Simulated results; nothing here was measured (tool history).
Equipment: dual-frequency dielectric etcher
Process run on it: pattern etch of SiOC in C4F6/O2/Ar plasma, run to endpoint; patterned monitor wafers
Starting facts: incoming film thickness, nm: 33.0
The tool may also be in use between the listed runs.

run,hour,bias power (W),source power (W),endpoint time (s)
1,0.0,438,320,13.067
2,5.2,438,340,12.745
3,9.3,412,340,12.970
4,10.0,378,340,13.359
5,12.2,378,380,12.742
6,16.9,354,370,13.153
7,17.4,335,370,13.383

Run 8 is up next; what results do you expect?
8,20.7,321,370,?

Run 8 came out at endpoint time (s) 13.627.
